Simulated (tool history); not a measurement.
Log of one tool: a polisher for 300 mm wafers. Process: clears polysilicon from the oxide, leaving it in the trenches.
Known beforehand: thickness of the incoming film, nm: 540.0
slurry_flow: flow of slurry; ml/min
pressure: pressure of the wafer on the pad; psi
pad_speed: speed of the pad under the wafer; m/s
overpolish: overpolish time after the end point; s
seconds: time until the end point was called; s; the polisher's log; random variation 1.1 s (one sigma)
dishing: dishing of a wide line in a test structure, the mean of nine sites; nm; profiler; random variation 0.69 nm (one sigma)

Run 1, day 0: slurry_flow 270 ml/min, pressure 2.8 psi, pad_speed 1 m/s, overpolish 29 s. Result: seconds 43.94 s, dishing 47.105 nm.
Run 2, day 0.179: slurry_flow 270 ml/min, pressure 2.5 psi, pad_speed 0.98 m/s, overpolish 24 s. Result: seconds 47.818 s, dishing 47.042 nm.
Run 3, day 0.542: slurry_flow 270 ml/min, pressure 2.2 psi, pad_speed 0.94 m/s, overpolish 20 s. Result: seconds 54.582 s, dishing 44.08 nm.
Run 4, day 0.908: slurry_flow 300 ml/min, pressure 2.2 psi, pad_speed 0.94 m/s, overpolish 20 s. Result: seconds 54.195 s, dishing 46.206 nm.
Run 5, day 1.212: slurry_flow 300 ml/min, pressure 2.2 psi, pad_speed 0.8 m/s, overpolish 20 s. Result: seconds 59.367 s, dishing 45.994 nm.
Run 6, day 1.525: slurry_flow 265 ml/min, pressure 2 psi, pad_speed 0.82 m/s, overpolish 17 s. Result: seconds 63.066 s, dishing 44.665 nm.
Run 7, day 1.796: slurry_flow 265 ml/min, pressure 2 psi, pad_speed 0.82 m/s, overpolish 17 s. Result: seconds 63.875 s, dishing 45.062 nm.

Run 8 has not been measured yet. What should we expect?
Run 8, day 2.046: slurry_flow 240 ml/min, pressure 1.8 psi, pad_speed 0.84 m/s, overpolish 15 s. Result: seconds ?, dishing ?.

Run 8 measured seconds 69.264 s, dishing 43.962 nm.
